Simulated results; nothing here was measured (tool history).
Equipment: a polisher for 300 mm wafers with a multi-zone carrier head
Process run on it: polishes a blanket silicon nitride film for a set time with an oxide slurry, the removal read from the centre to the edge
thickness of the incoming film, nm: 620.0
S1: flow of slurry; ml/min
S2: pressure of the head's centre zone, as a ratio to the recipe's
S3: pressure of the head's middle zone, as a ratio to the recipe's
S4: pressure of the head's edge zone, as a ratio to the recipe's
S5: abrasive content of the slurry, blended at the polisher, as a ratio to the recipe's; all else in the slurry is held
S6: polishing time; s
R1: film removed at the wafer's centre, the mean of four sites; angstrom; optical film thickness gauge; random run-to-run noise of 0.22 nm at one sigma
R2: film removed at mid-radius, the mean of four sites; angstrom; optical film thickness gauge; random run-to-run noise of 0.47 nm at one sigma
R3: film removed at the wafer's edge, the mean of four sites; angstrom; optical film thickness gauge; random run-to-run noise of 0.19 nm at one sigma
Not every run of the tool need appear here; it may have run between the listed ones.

Run 1, hour 0: S1 320 ml/min, S2 1, S3 1, S4 1, S5 1, S6 47 s. Result: R1 227.41 angstrom, R2 220.83 angstrom, R3 223.66 angstrom.
Run 2, hour 0.8: S1 320 ml/min, S2 1, S3 1, S4 1, S5 1, S6 38 s. Result: R1 185.02 angstrom, R2 180.11 angstrom, R3 180.14 angstrom.
Run 3, hour 2.3: S1 320 ml/min, S2 1, S3 1, S4 1.07, S5 1, S6 38 s. Result: R1 185.28 angstrom, R2 182.69 angstrom, R3 183.01 angstrom.
Run 4, hour 9.9: S1 320 ml/min, S2 1, S3 1, S4 1.07, S5 1.15, S6 38 s. Result: R1 196.93 angstrom, R2 188.74 angstrom, R3 194.81 angstrom.
Run 5, hour 18.2: S1 320 ml/min, S2 1, S3 0.95, S4 1.07, S5 1.15, S6 38 s. Result: R1 196.4 angstrom, R2 184.68 angstrom, R3 195.66 angstrom.
Run 6, hour 23.1: S1 320 ml/min, S2 0.92, S3 0.95, S4 1.07, S5 1.15, S6 38 s. Result: R1 184.24 angstrom, R2 186.56 angstrom, R3 193.96 angstrom.
Run 7, hour 29.8: S1 335 ml/min, S2 0.95, S3 0.98, S4 1.05, S5 1.2, S6 40 s. Result: R1 204.6 angstrom, R2 198.51 angstrom, R3 208.98 angstrom.
Run 8, hour 34.3: S1 315 ml/min, S2 0.97, S3 1.01, S4 1.02, S5 1.25, S6 42 s. Result: R1 220.47 angstrom, R2 222.51 angstrom, R3 220.21 angstrom.

Estimate the outcome of run 9 from the log above:
Run 9, hour 38.6: S1 315 ml/min, S2 1, S3 1.03, S4 1.02, S5 1.3, S6 43 s. Result: R1 ?, R2 ?, R3 ?.

{"run 9": {"R1": 232.35, "R2": 234.53, "R3": 227.37}}
